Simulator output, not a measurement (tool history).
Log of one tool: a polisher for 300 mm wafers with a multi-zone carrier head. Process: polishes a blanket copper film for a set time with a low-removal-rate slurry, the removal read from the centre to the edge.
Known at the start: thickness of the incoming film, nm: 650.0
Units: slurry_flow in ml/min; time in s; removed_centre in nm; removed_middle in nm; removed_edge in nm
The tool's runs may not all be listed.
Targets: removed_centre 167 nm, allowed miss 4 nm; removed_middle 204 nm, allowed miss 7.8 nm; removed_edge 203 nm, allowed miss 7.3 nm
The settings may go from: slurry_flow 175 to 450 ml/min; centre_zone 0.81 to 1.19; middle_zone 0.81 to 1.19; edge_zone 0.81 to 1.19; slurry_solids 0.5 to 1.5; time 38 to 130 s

| run | hour | slurry_flow | centre_zone | middle_zone | edge_zone | slurry_solids | time | removed_centre | removed_middle | removed_edge |
|---|---|---|---|---|---|---|---|---|---|---|
| 1 | 0 | 290 | 1 | 1 | 1 | 1 | 84 | 187.52 | 190.81 | 196.71 |
| 2 | 3.2 | 220 | 1 | 1 | 1 | 1 | 84 | 177.56 | 180.76 | 189.67 |
| 3 | 6.1 | 220 | 0.99 | 1.01 | 1.01 | 1 | 84 | 177.21 | 191.73 | 191.09 |
| 4 | 12.2 | 220 | 0.99 | 0.94 | 1.01 | 1 | 84 | 177.45 | 174.51 | 190.93 |
| 5 | 16.4 | 220 | 0.99 | 0.94 | 1.01 | 0.85 | 84 | 171.17 | 170.73 | 182.69 |
| 6 | 18.3 | 220 | 0.99 | 0.94 | 1.01 | 0.7 | 84 | 162.95 | 164.54 | 173.87 |
| 7 | 25.1 | 230 | 0.98 | 0.96 | 1.03 | 0.7 | 84 | 162.54 | 163.94 | 176.64 |
| 8 | 32.1 | 235 | 0.97 | 0.98 | 1.04 | 0.75 | 84 | 164.74 | 169.18 | 181.06 |

Which of these 4 next moves meets every target?
| A | 39.1 | 195 | 0.84 | 0.93 | 1.19 | 0.75 | 98 | ? | ? | ? |
| B | 39.1 | 175 | 0.92 | 1.04 | 1.07 | 0.8 | 89 | ? | ? | ? |
| C | 39.1 | 250 | 0.9 | 1 | 1.07 | 0.75 | 92 | ? | ? | ? |
| D | 39.1 | 180 | 0.89 | 1.06 | 1.01 | 0.75 | 99 | ? | ? | ? |

| move | removed_centre | removed_middle | removed_edge |
|---|---|---|---|
| A | 160.6 | 186.65 | 221.84 |
| B | 158.7 | 185.18 | 190.81 |
| C | 168.82 | 193.5 | 203.1 |
| D | 169.23 | 207.38 | 204.12 |
A: nearer than the last run, and not there yet
B: nearer than the last run, and not there yet
C: nearer than the last run, and not there yet
D: meets every target
The right move is D.
